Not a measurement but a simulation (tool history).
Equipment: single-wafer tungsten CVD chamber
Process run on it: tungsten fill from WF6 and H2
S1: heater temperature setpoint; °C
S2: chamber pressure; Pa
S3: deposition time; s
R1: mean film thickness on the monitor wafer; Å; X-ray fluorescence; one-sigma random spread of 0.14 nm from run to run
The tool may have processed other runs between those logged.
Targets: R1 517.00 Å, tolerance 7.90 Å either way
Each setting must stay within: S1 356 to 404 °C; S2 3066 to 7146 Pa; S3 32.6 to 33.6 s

run  hour   S1    S2    S3      R1
  1   0.0  380  5106  32.6  703.43
  2   6.7  377  5093  32.6  668.62
  3   8.2  377  5440  32.6  687.05
  4  11.3  386  5440  32.6  809.26
  5  15.8  381  5426  32.6  736.58
  6  20.6  381  5800  32.6  760.80
  7  23.4  377  5786  32.6  708.77
  8  28.8  374  5773  32.6  670.16
  9  29.8  371  5760  32.6  629.83
 10  38.0  359  5733  32.6  498.12

Below are 4 possible settings for the next run. Only one of them brings all results inside the allowed miss of their targets. Which is it?
  A  46.2  356  5959  32.6   ?
  B  46.2  356  5973  32.6   ?
  C  46.2  358  5200  33.0   ?
  D  46.2  360  6013  32.6   ?

move      R1
   A  479.17
   B  479.65
   C  474.61
   D  520.31
A: further off than the last run
B: further off than the last run
C: further off than the last run
D: in spec on every target
The right move is D.
